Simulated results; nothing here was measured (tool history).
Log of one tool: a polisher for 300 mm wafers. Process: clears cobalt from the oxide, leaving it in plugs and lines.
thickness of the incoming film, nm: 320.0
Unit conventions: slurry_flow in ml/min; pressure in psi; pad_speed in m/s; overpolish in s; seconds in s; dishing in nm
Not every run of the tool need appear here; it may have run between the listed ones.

run,day,slurry_flow,pressure,pad_speed,overpolish,seconds,dishing
1,0.000,310,1.7,0.82,14,113.07,33.178
2,0.233,310,1.6,0.82,14,116.53,30.603
3,0.538,310,1.5,0.82,15,122.28,32.188
4,0.829,310,1.4,0.82,15,126.24,31.449
5,0.988,310,1.3,0.80,15,135.07,29.576
6,1.158,375,1.3,0.80,15,133.56,30.464
7,1.333,375,1.2,0.80,15,137.48,29.713

For run 8, what comes out?
8,1.529,365,1.1,0.80,15,?,?

{"run 8": {"seconds": 143.08, "dishing": 28.145}}

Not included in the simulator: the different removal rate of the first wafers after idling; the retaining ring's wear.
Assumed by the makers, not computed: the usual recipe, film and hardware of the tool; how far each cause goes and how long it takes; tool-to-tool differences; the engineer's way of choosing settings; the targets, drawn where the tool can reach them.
